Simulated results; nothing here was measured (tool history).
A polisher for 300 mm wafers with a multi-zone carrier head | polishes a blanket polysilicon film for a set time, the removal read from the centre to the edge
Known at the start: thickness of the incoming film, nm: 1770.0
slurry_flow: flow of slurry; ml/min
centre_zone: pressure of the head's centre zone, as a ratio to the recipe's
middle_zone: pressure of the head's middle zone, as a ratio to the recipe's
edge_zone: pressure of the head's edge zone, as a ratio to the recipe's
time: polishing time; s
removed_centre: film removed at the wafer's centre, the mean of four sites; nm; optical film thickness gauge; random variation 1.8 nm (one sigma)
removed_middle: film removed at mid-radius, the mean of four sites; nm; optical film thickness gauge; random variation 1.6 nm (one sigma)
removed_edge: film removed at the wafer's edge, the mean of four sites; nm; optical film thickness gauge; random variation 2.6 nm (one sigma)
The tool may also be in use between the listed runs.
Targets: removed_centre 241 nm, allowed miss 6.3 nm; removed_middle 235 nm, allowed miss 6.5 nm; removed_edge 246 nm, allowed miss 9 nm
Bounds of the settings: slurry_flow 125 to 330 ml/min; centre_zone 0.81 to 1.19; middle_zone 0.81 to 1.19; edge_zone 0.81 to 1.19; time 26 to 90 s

run 1 hour=0 | slurry_flow=210 centre_zone=1 middle_zone=1 edge_zone=1 time=58 | removed_centre=202.66 removed_middle=191.96 removed_edge=201.19
run 2 hour=6.6 | slurry_flow=210 centre_zone=0.95 middle_zone=1 edge_zone=1 time=58 | removed_centre=190.88 removed_middle=190.95 removed_edge=197.3
run 3 hour=14.8 | slurry_flow=190 centre_zone=0.95 middle_zone=1 edge_zone=1 time=58 | removed_centre=185.8 removed_middle=190.1 removed_edge=197.19
run 4 hour=23.6 | slurry_flow=195 centre_zone=0.96 middle_zone=1.01 edge_zone=1.02 time=59 | removed_centre=192.03 removed_middle=194.94 removed_edge=206.11
run 5 hour=24.5 | slurry_flow=195 centre_zone=0.96 middle_zone=1.01 edge_zone=1.02 time=53 | removed_centre=173.81 removed_middle=176.81 removed_edge=187.26
run 6 hour=28.9 | slurry_flow=195 centre_zone=0.96 middle_zone=1.01 edge_zone=0.97 time=53 | removed_centre=173.76 removed_middle=176.57 removed_edge=179.87
run 7 hour=30.6 | slurry_flow=200 centre_zone=0.98 middle_zone=1.03 edge_zone=1 time=54 | removed_centre=184.11 removed_middle=182.21 removed_edge=187.73
run 8 hour=39.6 | slurry_flow=200 centre_zone=0.98 middle_zone=1.03 edge_zone=1 time=54 | removed_centre=182.3 removed_middle=185.52 removed_edge=187.41
-- hour=45 worn pad replaced by a new one
run 9 hour=45 | slurry_flow=200 centre_zone=1 middle_zone=1.04 edge_zone=1.03 time=55 | removed_centre=204.1 removed_middle=200.24 removed_edge=206.34
run 10 hour=52.1 | slurry_flow=195 centre_zone=1.01 middle_zone=1.05 edge_zone=1.05 time=54 | removed_centre=202.38 removed_middle=200.78 removed_edge=202.95
run 11 hour=58.7 | slurry_flow=190 centre_zone=1.02 middle_zone=1.05 edge_zone=1.07 time=54 | removed_centre=202.01 removed_middle=197.73 removed_edge=208.65
run 12 hour=65.8 | slurry_flow=195 centre_zone=1.03 middle_zone=1.06 edge_zone=1.09 time=54 | removed_centre=207.48 removed_middle=198.5 removed_edge=208.93
run 13 hour=70.5 | slurry_flow=250 centre_zone=1.01 middle_zone=1.11 edge_zone=1.18 time=62 | removed_centre=240.06 removed_middle=246.42 removed_edge=260.26
run 14 hour=74.3 | slurry_flow=250 centre_zone=1.01 middle_zone=1.1 edge_zone=1.17 time=62 | removed_centre=240.59 removed_middle=246.02 removed_edge=256.47
run 15 hour=83 | slurry_flow=250 centre_zone=1.01 middle_zone=1.09 edge_zone=1.16 time=62 | removed_centre=239.81 removed_middle=242.47 removed_edge=256.84
run 16 hour=88.2 | slurry_flow=250 centre_zone=1.01 middle_zone=1.09 edge_zone=1.15 time=62 | removed_centre=239.24 removed_middle=243.94 removed_edge=255.05
run 17 hour=92.9 | slurry_flow=250 centre_zone=1.01 middle_zone=1.08 edge_zone=1.14 time=62 | removed_centre=240.86 removed_middle=240.29 removed_edge=253.74
run 18 hour=94.4 | slurry_flow=250 centre_zone=1.01 middle_zone=1.08 edge_zone=1.13 time=62 | removed_centre=237.25 removed_middle=242.01 removed_edge=251.97
run 19 hour=102.8 | slurry_flow=245 centre_zone=1.01 middle_zone=1.08 edge_zone=1.12 time=62 | removed_centre=242.15 removed_middle=241.91 removed_edge=256.11
run 20 hour=104.8 | slurry_flow=245 centre_zone=1.01 middle_zone=1.08 edge_zone=1.11 time=62 | removed_centre=235.63 removed_middle=244.08 removed_edge=247.96

4 next moves are on the table. One of them brings every result within its allowed miss. Which?
run A hour=106.8 | slurry_flow=255 centre_zone=0.98 middle_zone=1.12 edge_zone=1.12 time=64 | removed_centre=? removed_middle=? removed_edge=?
run B hour=106.8 | slurry_flow=260 centre_zone=1.04 middle_zone=1.11 edge_zone=1.1 time=62 | removed_centre=? removed_middle=? removed_edge=?
run C hour=106.8 | slurry_flow=255 centre_zone=1.04 middle_zone=1.08 edge_zone=1.14 time=60 | removed_centre=? removed_middle=? removed_edge=?
run D hour=106.8 | slurry_flow=265 centre_zone=1.01 middle_zone=1.13 edge_zone=1.12 time=62 | removed_centre=? removed_middle=? removed_edge=?

move=A removed_centre=240.31 removed_middle=256.71 removed_edge=261.97
move=B removed_centre=247.75 removed_middle=247.25 removed_edge=251.92
move=C removed_centre=239.13 removed_middle=233.2 removed_edge=247.97
move=D removed_centre=241.14 removed_middle=251.63 removed_edge=254.57
A: further off than the last run
B: further off than the last run
C: meets every target
D: further off than the last run
Answer: C
